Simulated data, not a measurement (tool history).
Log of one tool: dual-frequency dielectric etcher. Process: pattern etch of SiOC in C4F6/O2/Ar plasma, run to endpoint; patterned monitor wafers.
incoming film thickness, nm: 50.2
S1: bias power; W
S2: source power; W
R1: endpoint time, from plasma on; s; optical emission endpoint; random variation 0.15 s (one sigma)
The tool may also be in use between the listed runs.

| run | hour | S1 | S2 | R1 |
|---|---|---|---|---|
| 1 | 0.0 | 459 | 410 | 15.972 |
| 2 | 6.2 | 444 | 400 | 16.835 |
| 3 | 9.1 | 436 | 400 | 16.657 |
| 4 | 11.7 | 485 | 400 | 15.687 |
| 5 | 12.6 | 542 | 400 | 14.849 |
| 6 | 15.2 | 542 | 470 | 14.125 |
| 7 | 19.2 | 517 | 460 | 14.497 |
| 8 | 24.3 | 495 | 450 | 15.126 |
| 9 | 26.7 | 477 | 450 | 15.404 |

Run 10 comes next. What will it give?
| 10 | 27.9 | 460 | 450 | ? |

R1: 15.632 s
